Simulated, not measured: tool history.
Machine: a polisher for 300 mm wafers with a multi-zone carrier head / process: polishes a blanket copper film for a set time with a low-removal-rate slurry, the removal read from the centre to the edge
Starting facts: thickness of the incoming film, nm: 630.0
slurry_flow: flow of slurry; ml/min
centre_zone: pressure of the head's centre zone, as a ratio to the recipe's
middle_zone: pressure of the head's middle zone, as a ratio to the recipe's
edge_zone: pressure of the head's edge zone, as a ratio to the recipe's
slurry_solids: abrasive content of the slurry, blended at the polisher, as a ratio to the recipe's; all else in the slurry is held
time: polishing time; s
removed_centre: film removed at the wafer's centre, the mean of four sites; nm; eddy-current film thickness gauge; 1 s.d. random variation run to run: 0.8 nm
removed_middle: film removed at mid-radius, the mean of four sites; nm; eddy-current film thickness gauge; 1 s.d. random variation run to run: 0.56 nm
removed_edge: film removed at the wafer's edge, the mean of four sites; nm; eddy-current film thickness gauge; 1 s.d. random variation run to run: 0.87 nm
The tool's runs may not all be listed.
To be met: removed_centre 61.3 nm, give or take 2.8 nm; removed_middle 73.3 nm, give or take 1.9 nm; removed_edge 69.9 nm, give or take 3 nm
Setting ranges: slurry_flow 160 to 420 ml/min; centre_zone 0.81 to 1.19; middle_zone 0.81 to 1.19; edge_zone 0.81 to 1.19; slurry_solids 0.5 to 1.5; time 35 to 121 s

Run 1, hour 0: slurry_flow 270 ml/min, centre_zone 1, middle_zone 1, edge_zone 1, slurry_solids 1, time 78 s. Result: removed_centre 114.71 nm, removed_middle 115.55 nm, removed_edge 115.31 nm.
Run 2, hour 6.9: slurry_flow 265 ml/min, centre_zone 0.97, middle_zone 1, edge_zone 0.98, slurry_solids 0.9, time 74 s. Result: removed_centre 104.45 nm, removed_middle 107.45 nm, removed_edge 106.2 nm.
Run 3, hour 8.5: slurry_flow 265 ml/min, centre_zone 0.92, middle_zone 1, edge_zone 0.98, slurry_solids 0.9, time 74 s. Result: removed_centre 99.444 nm, removed_middle 108.23 nm, removed_edge 108.09 nm.
Run 4, hour 14.4: slurry_flow 260 ml/min, centre_zone 0.9, middle_zone 1, edge_zone 0.96, slurry_solids 0.85, time 70 s. Result: removed_centre 89.617 nm, removed_middle 102.98 nm, removed_edge 97.762 nm.
Run 5, hour 15.6: slurry_flow 260 ml/min, centre_zone 0.9, middle_zone 1, edge_zone 0.96, slurry_solids 1, time 70 s. Result: removed_centre 91.842 nm, removed_middle 103.62 nm, removed_edge 100.59 nm.
Run 6, hour 17: slurry_flow 305 ml/min, centre_zone 0.9, middle_zone 1, edge_zone 0.96, slurry_solids 1, time 70 s. Result: removed_centre 95.312 nm, removed_middle 104.52 nm, removed_edge 99.921 nm.
Run 7, hour 25.3: slurry_flow 295 ml/min, centre_zone 0.88, middle_zone 0.99, edge_zone 0.95, slurry_solids 0.95, time 67 s. Result: removed_centre 86.373 nm, removed_middle 98.787 nm, removed_edge 98.063 nm.
Run 8, hour 30.7: slurry_flow 290 ml/min, centre_zone 0.88, middle_zone 0.99, edge_zone 0.93, slurry_solids 0.9, time 64 s. Result: removed_centre 85.059 nm, removed_middle 94.032 nm, removed_edge 90.65 nm.
Run 9, hour 32.9: slurry_flow 280 ml/min, centre_zone 0.87, middle_zone 0.99, edge_zone 0.92, slurry_solids 0.85, time 61 s. Result: removed_centre 76.918 nm, removed_middle 89.522 nm, removed_edge 85.738 nm.
Run 10, hour 41.3: slurry_flow 280 ml/min, centre_zone 0.86, middle_zone 0.98, edge_zone 0.9, slurry_solids 0.8, time 60 s. Result: removed_centre 74.998 nm, removed_middle 85.635 nm, removed_edge 80.986 nm.

Next run, 5 choices. One meets every target within its allowed miss, the rest don't. Which?
Run A, hour 49.7: slurry_flow 275 ml/min, centre_zone 0.88, middle_zone 1.05, edge_zone 0.81, slurry_solids 1, time 50 s. Result: removed_centre ?, removed_middle ?, removed_edge ?.
Run B, hour 49.7: slurry_flow 240 ml/min, centre_zone 0.86, middle_zone 0.83, edge_zone 0.97, slurry_solids 0.7, time 75 s. Result: removed_centre ?, removed_middle ?, removed_edge ?.
Run C, hour 49.7: slurry_flow 175 ml/min, centre_zone 1.08, middle_zone 0.83, edge_zone 0.91, slurry_solids 0.55, time 72 s. Result: removed_centre ?, removed_middle ?, removed_edge ?.
Run D, hour 49.7: slurry_flow 330 ml/min, centre_zone 0.82, middle_zone 0.98, edge_zone 0.89, slurry_solids 0.75, time 51 s. Result: removed_centre ?, removed_middle ?, removed_edge ?.
Run E, hour 49.7: slurry_flow 300 ml/min, centre_zone 0.86, middle_zone 1.04, edge_zone 0.81, slurry_solids 0.75, time 49 s. Result: removed_centre ?, removed_middle ?, removed_edge ?.

move  removed_centre  removed_middle  removed_edge
   A          64.767           76.28        68.704
   B          89.187          90.936        105.27
   C          99.163          80.769        92.384
   D          60.669          72.808        71.383
   E          60.548          72.404        65.531
A: closes in on the targets versus the last run, not all within tolerance yet
B: moves away from the targets compared with the last run
C: moves away from the targets compared with the last run
D: in spec on every target
E: brings the result that was furthest off to its target, and leaves another outside
Correct choice: D, which meets every target
